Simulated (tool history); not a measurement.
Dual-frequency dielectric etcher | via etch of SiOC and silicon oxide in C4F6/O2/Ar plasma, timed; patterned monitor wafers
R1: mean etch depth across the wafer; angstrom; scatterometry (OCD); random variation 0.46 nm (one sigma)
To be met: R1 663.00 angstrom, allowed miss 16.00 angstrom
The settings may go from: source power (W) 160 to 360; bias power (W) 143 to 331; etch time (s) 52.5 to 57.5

run 1 day=0.000 | source_power_(W)=260 bias_power_(W)=237 etch_time_(s)=57.5 | R1=575.73
run 2 day=0.088 | source_power_(W)=260 bias_power_(W)=237 etch_time_(s)=57.5 | R1=578.17
run 3 day=0.412 | source_power_(W)=240 bias_power_(W)=237 etch_time_(s)=57.5 | R1=547.82
run 4 day=0.775 | source_power_(W)=260 bias_power_(W)=240 etch_time_(s)=57.5 | R1=563.76
run 5 day=1.071 | source_power_(W)=280 bias_power_(W)=250 etch_time_(s)=57.5 | R1=597.88
run 6 day=1.162 | source_power_(W)=280 bias_power_(W)=250 etch_time_(s)=52.5 | R1=554.25
run 7 day=1.242 | source_power_(W)=290 bias_power_(W)=262 etch_time_(s)=53.5 | R1=576.45
run 8 day=1.308 | source_power_(W)=340 bias_power_(W)=309 etch_time_(s)=55.5 | R1=686.43
run 9 day=1.421 | source_power_(W)=340 bias_power_(W)=307 etch_time_(s)=55.5 | R1=685.12
run 10 day=1.725 | source_power_(W)=340 bias_power_(W)=306 etch_time_(s)=55.5 | R1=672.56

5 next moves are on the table. One of them brings every result within its allowed miss. Which?
run A day=2.029 | source_power_(W)=340 bias_power_(W)=290 etch_time_(s)=54.5 | R1=?
run B day=2.029 | source_power_(W)=360 bias_power_(W)=321 etch_time_(s)=56.0 | R1=?
run C day=2.029 | source_power_(W)=360 bias_power_(W)=303 etch_time_(s)=55.5 | R1=?
run D day=2.029 | source_power_(W)=350 bias_power_(W)=320 etch_time_(s)=57.5 | R1=?
run E day=2.029 | source_power_(W)=340 bias_power_(W)=292 etch_time_(s)=57.5 | R1=?

move=A R1=655.30
move=B R1=711.18
move=C R1=694.92
move=D R1=719.05
move=E R1=692.51
A: meets every target
B: further off than the last run
C: further off than the last run
D: further off than the last run
E: further off than the last run
Move A is the one to make.
